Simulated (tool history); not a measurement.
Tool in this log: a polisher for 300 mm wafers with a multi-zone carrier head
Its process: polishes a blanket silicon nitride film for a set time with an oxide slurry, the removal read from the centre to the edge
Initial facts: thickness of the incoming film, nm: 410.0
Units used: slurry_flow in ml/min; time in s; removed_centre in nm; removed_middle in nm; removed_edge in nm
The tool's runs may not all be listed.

run 1 hour=0.0 | slurry_flow=230 centre_zone=1.00 middle_zone=1.00 edge_zone=1.00 slurry_solids=1.00 time=66 | removed_centre=31.547 removed_middle=31.876 removed_edge=30.956
run 2 hour=7.0 | slurry_flow=230 centre_zone=1.00 middle_zone=1.00 edge_zone=1.00 slurry_solids=1.00 time=74 | removed_centre=34.790 removed_middle=35.717 removed_edge=35.240
run 3 hour=9.5 | slurry_flow=230 centre_zone=1.00 middle_zone=1.00 edge_zone=1.00 slurry_solids=1.00 time=84 | removed_centre=39.866 removed_middle=40.594 removed_edge=39.490
run 4 hour=17.5 | slurry_flow=230 centre_zone=1.00 middle_zone=1.00 edge_zone=1.00 slurry_solids=1.10 time=84 | removed_centre=42.490 removed_middle=42.640 removed_edge=42.022
run 5 hour=25.9 | slurry_flow=225 centre_zone=0.99 middle_zone=1.03 edge_zone=0.95 slurry_solids=1.05 time=84 | removed_centre=40.638 removed_middle=42.680 removed_edge=39.330
run 6 hour=27.7 | slurry_flow=225 centre_zone=0.99 middle_zone=1.03 edge_zone=0.95 slurry_solids=1.05 time=75 | removed_centre=36.223 removed_middle=38.181 removed_edge=35.191
run 7 hour=33.5 | slurry_flow=240 centre_zone=0.99 middle_zone=1.07 edge_zone=0.95 slurry_solids=1.05 time=75 | removed_centre=36.399 removed_middle=39.758 removed_edge=35.519
run 8 hour=36.1 | slurry_flow=250 centre_zone=1.00 middle_zone=1.10 edge_zone=0.94 slurry_solids=1.05 time=75 | removed_centre=37.274 removed_middle=40.849 removed_edge=35.558

Forecast run 9:
run 9 hour=43.7 | slurry_flow=255 centre_zone=1.00 middle_zone=1.12 edge_zone=0.93 slurry_solids=1.05 time=75 | removed_centre=? removed_middle=? removed_edge=?

removed_centre: 37.152 nm
removed_middle: 41.594 nm
removed_edge: 35.449 nm
